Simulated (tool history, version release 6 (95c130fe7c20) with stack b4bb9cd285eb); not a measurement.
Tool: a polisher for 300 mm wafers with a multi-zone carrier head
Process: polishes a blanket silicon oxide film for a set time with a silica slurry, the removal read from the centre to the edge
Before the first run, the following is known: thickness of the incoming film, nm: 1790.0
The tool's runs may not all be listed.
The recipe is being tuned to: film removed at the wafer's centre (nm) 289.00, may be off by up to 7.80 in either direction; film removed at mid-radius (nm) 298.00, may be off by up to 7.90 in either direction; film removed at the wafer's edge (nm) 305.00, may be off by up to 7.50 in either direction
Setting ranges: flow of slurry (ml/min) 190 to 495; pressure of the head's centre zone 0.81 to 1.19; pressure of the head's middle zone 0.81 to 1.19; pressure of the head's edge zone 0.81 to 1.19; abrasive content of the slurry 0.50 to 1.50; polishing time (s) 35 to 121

run,hour,flow of slurry (ml/min),pressure of the head's centre zone,pressure of the head's middle zone,pressure of the head's edge zone,abrasive content of the slurry,polishing time (s),film removed at the wafer's centre (nm),film removed at mid-radius (nm),film removed at the wafer's edge (nm)
1,0.0,320,1.00,1.00,1.00,1.00,78,331.43,327.50,318.35
2,7.3,320,1.00,1.00,1.00,1.00,85,352.94,353.01,350.80
3,11.8,320,1.00,1.00,0.92,1.00,85,355.61,353.58,336.39
4,16.5,320,1.00,1.09,0.92,1.00,85,359.43,375.01,331.20
5,24.0,310,0.98,1.04,0.91,0.95,85,347.31,353.91,327.56
6,24.6,255,0.98,1.04,0.91,0.95,85,337.53,351.79,322.27
7,27.0,255,0.98,1.04,0.91,0.95,85,334.87,343.72,316.66
8,29.1,245,0.96,1.01,0.90,0.95,85,328.79,337.10,319.96
9,33.7,240,0.94,0.99,0.89,0.95,85,322.68,339.21,309.44
10,38.8,230,0.93,0.96,0.91,0.95,85,319.58,328.15,319.16
11,45.0,225,0.91,0.94,0.90,0.95,85,315.32,319.88,309.04
12,50.6,220,0.89,0.93,0.91,0.95,85,305.48,318.05,317.52
13,56.4,215,0.88,0.92,0.90,0.95,85,297.83,314.81,313.42
14,57.3,215,0.88,0.91,0.90,0.95,85,300.54,311.02,314.80
15,61.3,215,0.87,0.90,0.89,0.95,85,301.32,308.80,310.82
16,64.4,215,0.86,0.89,0.89,0.95,85,300.60,304.06,308.43

5 next moves are on the table. One of them brings every result within its allowed miss. Which?
A,67.5,190,0.86,0.93,1.02,1.00,79,?,?,?
B,67.5,190,0.84,0.86,0.95,0.90,88,?,?,?
C,67.5,255,0.90,0.81,0.87,0.95,84,?,?,?
D,67.5,250,0.86,0.90,0.93,0.65,93,?,?,?
E,67.5,210,0.92,0.85,0.98,0.90,88,?,?,?

move,film removed at the wafer's centre (nm),film removed at mid-radius (nm),film removed at the wafer's edge (nm)
A,271.49,295.25,309.43
B,285.92,301.14,320.74
C,308.58,296.15,310.81
D,285.61,302.64,306.52
E,311.89,304.28,329.92
A: carries the result that was furthest off beyond its target, to the other side
B: meets the target for the result that was furthest off, but another lies outside its allowed miss
C: lands further from the targets than the last run did
D: all results land within tolerance of their targets
E: lands further from the targets than the last run did
Answer: D
